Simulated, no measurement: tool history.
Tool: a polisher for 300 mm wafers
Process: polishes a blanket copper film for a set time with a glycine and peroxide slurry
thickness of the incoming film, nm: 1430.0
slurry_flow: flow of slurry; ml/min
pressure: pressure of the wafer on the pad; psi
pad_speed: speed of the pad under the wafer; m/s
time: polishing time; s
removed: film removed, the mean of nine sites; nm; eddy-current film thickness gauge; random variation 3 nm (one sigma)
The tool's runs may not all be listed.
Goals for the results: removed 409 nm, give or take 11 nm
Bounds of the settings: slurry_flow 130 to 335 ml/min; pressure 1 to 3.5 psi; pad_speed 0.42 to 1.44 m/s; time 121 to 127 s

{"run": 1, "hour": 0.0, "slurry_flow": 215, "pressure": 2.2, "pad_speed": 0.92, "time": 121, "removed": 488.82}
{"run": 2, "hour": 4.4, "slurry_flow": 215, "pressure": 2.1, "pad_speed": 0.92, "time": 121, "removed": 478.37}
{"run": 3, "hour": 10.5, "slurry_flow": 190, "pressure": 2.1, "pad_speed": 0.92, "time": 121, "removed": 466.04}
{"run": 4, "hour": 17.1, "slurry_flow": 190, "pressure": 2.1, "pad_speed": 1.1, "time": 121, "removed": 534.92}
{"run": 5, "hour": 22.1, "slurry_flow": 185, "pressure": 2, "pad_speed": 1.1, "time": 121, "removed": 514.95}
{"run": 6, "hour": 29.8, "slurry_flow": 180, "pressure": 1.9, "pad_speed": 1.1, "time": 121, "removed": 494.67}
{"run": 7, "hour": 36.4, "slurry_flow": 175, "pressure": 1.8, "pad_speed": 1.1, "time": 121, "removed": 465.42}
{"run": 8, "hour": 38.6, "slurry_flow": 150, "pressure": 1.5, "pad_speed": 1.1, "time": 121, "removed": 395.75}

Of the 4 settings listed for the next run, only one would bring every result within its allowed miss of target. Which one?
{"run": "A", "hour": 40.8, "slurry_flow": 160, "pressure": 1.4, "pad_speed": 1.08, "time": 122, "removed": "?"}
{"run": "B", "hour": 40.8, "slurry_flow": 185, "pressure": 1.3, "pad_speed": 1.18, "time": 121, "removed": "?"}
{"run": "C", "hour": 40.8, "slurry_flow": 155, "pressure": 1.5, "pad_speed": 1.1, "time": 124, "removed": "?"}
{"run": "D", "hour": 40.8, "slurry_flow": 140, "pressure": 1.4, "pad_speed": 1.04, "time": 127, "removed": "?"}

move=A removed=385.64
move=B removed=395.14
move=C removed=414.75
move=D removed=380.71
A: further off than the last run
B: about as far from the targets as the last run
C: all results land within tolerance of their targets
D: further off than the last run
The right move is C.

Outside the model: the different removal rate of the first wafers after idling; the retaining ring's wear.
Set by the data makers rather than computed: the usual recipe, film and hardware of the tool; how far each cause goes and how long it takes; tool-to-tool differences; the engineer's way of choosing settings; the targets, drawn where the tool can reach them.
